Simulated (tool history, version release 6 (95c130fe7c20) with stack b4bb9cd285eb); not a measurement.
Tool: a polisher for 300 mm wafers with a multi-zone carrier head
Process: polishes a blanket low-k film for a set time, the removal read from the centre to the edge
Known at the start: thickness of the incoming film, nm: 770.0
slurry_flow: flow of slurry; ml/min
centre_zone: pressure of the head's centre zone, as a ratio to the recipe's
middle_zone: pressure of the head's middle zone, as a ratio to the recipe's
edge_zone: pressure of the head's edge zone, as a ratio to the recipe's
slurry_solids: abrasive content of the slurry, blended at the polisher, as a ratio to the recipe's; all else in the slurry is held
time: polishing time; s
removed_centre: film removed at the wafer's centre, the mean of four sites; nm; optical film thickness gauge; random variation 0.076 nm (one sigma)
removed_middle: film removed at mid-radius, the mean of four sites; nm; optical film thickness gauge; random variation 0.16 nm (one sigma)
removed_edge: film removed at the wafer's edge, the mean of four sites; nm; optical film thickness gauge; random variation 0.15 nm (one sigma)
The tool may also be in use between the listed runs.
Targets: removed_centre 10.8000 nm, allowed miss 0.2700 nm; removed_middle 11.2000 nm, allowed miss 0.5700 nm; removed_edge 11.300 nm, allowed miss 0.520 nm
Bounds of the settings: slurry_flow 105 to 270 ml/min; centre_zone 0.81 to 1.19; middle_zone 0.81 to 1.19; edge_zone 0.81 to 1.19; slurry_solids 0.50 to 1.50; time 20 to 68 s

run	hour	slurry_flow	centre_zone	middle_zone	edge_zone	slurry_solids	time	removed_centre	removed_middle	removed_edge
1	0.0	175	1.00	1.00	1.00	1.00	44	17.8280	17.4680	17.827
2	7.8	175	0.94	1.00	1.00	1.00	44	16.6400	17.8430	17.968
3	9.4	175	0.94	1.00	1.05	1.00	44	16.5950	17.5630	18.605
4	10.4	170	0.93	0.98	1.02	0.90	43	15.0860	15.7790	16.519
5	15.9	165	0.91	0.96	0.99	0.85	43	14.1420	15.0570	15.725
6	16.7	205	0.91	0.96	0.99	0.85	43	14.6580	15.4150	15.961
7	22.8	205	0.90	0.94	0.96	0.80	43	13.7580	14.8270	15.595
8	29.4	200	0.91	0.94	0.94	0.75	42	13.0650	13.3480	13.772
9	35.2	195	0.90	0.93	0.92	0.75	42	12.7770	13.5560	14.208
10	36.5	195	0.90	0.93	0.91	0.70	42	12.4070	12.6290	13.458
11	42.4	195	0.90	0.94	0.89	0.65	42	11.2850	12.0490	12.232
12	47.7	190	0.91	0.94	0.88	0.65	42	11.6450	11.6650	12.177
13	48.4	185	0.91	0.95	0.87	0.65	42	11.5650	12.1250	12.168
14	52.2	150	0.90	0.89	0.81	0.60	42	10.3150	10.3680	10.673
15	54.3	155	0.90	0.90	0.81	0.60	42	10.4250	10.6640	10.791

Which of these 4 next moves meets every target?
A	56.4	190	0.90	0.92	0.83	0.50	51	?	?	?
B	56.4	140	0.82	0.83	0.91	0.70	43	?	?	?
C	56.4	130	0.92	0.89	0.81	0.60	41	?	?	?
D	56.4	155	0.83	0.97	0.82	0.65	44	?	?	?

move	removed_centre	removed_middle	removed_edge
A	10.7790	11.1940	11.126
B	10.7520	11.3380	12.947
C	9.9998	9.9507	10.210
D	10.6790	12.6230	12.014
A: meets every target
B: brings the result that was furthest off to its target, and leaves another outside
C: further off than the last run
D: brings the result that was furthest off to its target, and leaves another outside
Move A is the one to make.

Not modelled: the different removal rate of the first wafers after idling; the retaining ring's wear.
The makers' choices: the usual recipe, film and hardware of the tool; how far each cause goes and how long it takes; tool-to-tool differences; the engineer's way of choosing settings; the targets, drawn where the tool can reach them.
